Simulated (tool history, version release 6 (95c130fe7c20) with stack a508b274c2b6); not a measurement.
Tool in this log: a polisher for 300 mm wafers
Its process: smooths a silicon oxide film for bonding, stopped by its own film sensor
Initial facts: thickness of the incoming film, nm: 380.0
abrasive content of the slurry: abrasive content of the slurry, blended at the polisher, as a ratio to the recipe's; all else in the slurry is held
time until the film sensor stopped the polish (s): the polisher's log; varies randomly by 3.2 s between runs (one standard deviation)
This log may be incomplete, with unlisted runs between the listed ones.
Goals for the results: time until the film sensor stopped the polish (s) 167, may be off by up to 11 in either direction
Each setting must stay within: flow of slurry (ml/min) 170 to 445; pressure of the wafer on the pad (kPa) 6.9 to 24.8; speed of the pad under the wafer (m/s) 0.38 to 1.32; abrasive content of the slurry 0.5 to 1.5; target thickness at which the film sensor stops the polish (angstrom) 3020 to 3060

run,day,flow of slurry (ml/min),pressure of the wafer on the pad (kPa),speed of the pad under the wafer (m/s),abrasive content of the slurry,target thickness at which the film sensor stops the polish (angstrom),time until the film sensor stopped the polish (s)
1,0,285,15.9,0.84,1,3060,102.56
2,0.021,285,14.5,0.82,1,3060,115.71
3,0.283,285,13.1,0.8,1,3060,130.31
4,0.358,285,15.2,0.8,1,3060,115.85
5,0.575,285,15.2,0.68,1,3060,129.68
6,0.862,285,14.5,0.68,1,3060,131.89
7,1.021,285,13.8,0.68,1,3060,137.9
8,1.088,285,13.1,0.68,1,3060,147.99
9,1.279,285,12.4,0.68,1,3060,150.36

Below are 5 possible settings for the next run. Only one of them brings all results inside the allowed miss of their targets. Which is it?
A,1.471,305,14.5,0.74,1.05,3060,?
B,1.471,300,11.7,0.78,0.9,3060,?
C,1.471,255,11,0.92,1.05,3060,?
D,1.471,320,15.2,0.62,0.8,3020,?
E,1.471,295,13.8,0.76,1,3060,?

move,time until the film sensor stopped the polish (s)
A,122.74
B,150.62
C,130.65
D,163.22
E,128.3
A: its largest miss is bigger than the last run's
B: about as far from the targets as the last run
C: its largest miss is bigger than the last run's
D: all results in spec
E: its largest miss is bigger than the last run's
D is the move that brings every result within its allowed miss.
